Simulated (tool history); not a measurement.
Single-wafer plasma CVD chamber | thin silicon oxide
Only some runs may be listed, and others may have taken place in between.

run,hour,heater temperature setpoint (deg C),chamber pressure (Pa),RF power (W),deposition time (s),mean film thickness on the monitor wafer (nm)
1,0.0,400,92.1,270,6.61,8.9941
2,5.3,400,92.1,270,6.61,9.1213
3,6.7,400,95.1,270,6.61,9.2310
4,10.2,396,95.1,270,6.61,9.3978
5,12.0,395,97.5,270,6.61,9.5329
6,20.8,395,87.1,270,6.61,8.6868
7,25.4,395,87.1,270,6.61,8.7464
8,33.4,394,91.6,270,6.61,9.1195
9,36.1,393,94.9,270,6.61,9.2695
10,43.9,393,98.4,270,6.61,9.4704
11,49.1,393,98.4,270,6.61,9.5612
12,57.6,393,101.1,270,6.61,9.6858
13,59.2,393,103.7,270,6.61,10.0160

Run 14 comes next. What will it give?
14,64.3,393,105.2,270,6.61,?

Run 14 yielded mean film thickness on the monitor wafer (nm) 9.8604.
